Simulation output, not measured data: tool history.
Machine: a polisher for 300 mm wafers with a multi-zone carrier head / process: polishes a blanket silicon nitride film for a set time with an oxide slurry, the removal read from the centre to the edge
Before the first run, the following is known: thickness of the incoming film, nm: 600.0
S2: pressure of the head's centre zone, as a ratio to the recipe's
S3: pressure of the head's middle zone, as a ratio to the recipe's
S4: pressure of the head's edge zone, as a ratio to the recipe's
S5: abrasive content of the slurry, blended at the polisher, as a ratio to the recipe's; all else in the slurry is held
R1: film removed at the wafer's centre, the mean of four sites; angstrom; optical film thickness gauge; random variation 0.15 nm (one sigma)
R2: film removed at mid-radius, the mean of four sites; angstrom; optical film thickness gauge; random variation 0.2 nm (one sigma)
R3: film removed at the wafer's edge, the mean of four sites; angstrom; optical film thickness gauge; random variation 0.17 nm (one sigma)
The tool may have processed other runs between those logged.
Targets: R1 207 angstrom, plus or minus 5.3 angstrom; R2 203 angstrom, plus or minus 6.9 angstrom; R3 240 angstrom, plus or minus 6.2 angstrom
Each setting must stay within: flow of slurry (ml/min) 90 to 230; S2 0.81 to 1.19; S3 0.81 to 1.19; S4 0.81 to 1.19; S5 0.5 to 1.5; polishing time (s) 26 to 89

run 1 hour=0 | flow_of_slurry_(ml/min)=150 S2=1 S3=1 S4=1 S5=1 polishing_time_(s)=57 | R1=283.91 R2=283.58 R3=260.73
run 2 hour=3.8 | flow_of_slurry_(ml/min)=150 S2=1 S3=1 S4=1 S5=1 polishing_time_(s)=47 | R1=236.21 R2=229.94 R3=219.3
run 3 hour=11.7 | flow_of_slurry_(ml/min)=145 S2=0.98 S3=0.98 S4=1.03 S5=1 polishing_time_(s)=47 | R1=228.5 R2=224.47 R3=220.19
run 4 hour=20.7 | flow_of_slurry_(ml/min)=145 S2=0.98 S3=0.92 S4=1.03 S5=1 polishing_time_(s)=47 | R1=232.41 R2=211.98 R3=224.36
-- hour=23.7 edge zone pressure recalibrated
run 5 hour=23.7 | flow_of_slurry_(ml/min)=145 S2=0.98 S3=0.97 S4=1.03 S5=1 polishing_time_(s)=47 | R1=227.06 R2=221.97 R3=227.61
run 6 hour=29 | flow_of_slurry_(ml/min)=140 S2=0.98 S3=0.96 S4=1.04 S5=1 polishing_time_(s)=47 | R1=227 R2=220.31 R3=228.46
run 7 hour=30.5 | flow_of_slurry_(ml/min)=100 S2=0.9 S3=0.87 S4=1.14 S5=1 polishing_time_(s)=47 | R1=189.38 R2=184.54 R3=222.82
run 8 hour=38.4 | flow_of_slurry_(ml/min)=105 S2=0.9 S3=0.87 S4=1.15 S5=1 polishing_time_(s)=47 | R1=197.12 R2=187.9 R3=228.63

Below are 4 possible settings for the next run. Only one of them brings all results inside the allowed miss of their targets. Which is it?
run A hour=46.3 | flow_of_slurry_(ml/min)=145 S2=0.87 S3=0.87 S4=1.17 S5=0.85 polishing_time_(s)=52 | R1=? R2=? R3=?
run B hour=46.3 | flow_of_slurry_(ml/min)=90 S2=0.91 S3=0.81 S4=1.16 S5=0.95 polishing_time_(s)=49 | R1=? R2=? R3=?
run C hour=46.3 | flow_of_slurry_(ml/min)=130 S2=1.07 S3=0.87 S4=1.17 S5=1.15 polishing_time_(s)=39 | R1=? R2=? R3=?
run D hour=46.3 | flow_of_slurry_(ml/min)=125 S2=1.01 S3=1.01 S4=1.1 S5=0.95 polishing_time_(s)=45 | R1=? R2=? R3=?

move=A R1=203.51 R2=197.3 R3=238.57
move=B R1=185.16 R2=167.8 R3=223.12
move=C R1=214.1 R2=178.16 R3=217.16
move=D R1=206.84 R2=202.59 R3=213.63
A: every result lands within tolerance
B: further off than the last run
C: further off than the last run
D: brings the last run's worst result on target, with another outside its allowed miss
Move A is the one to make.
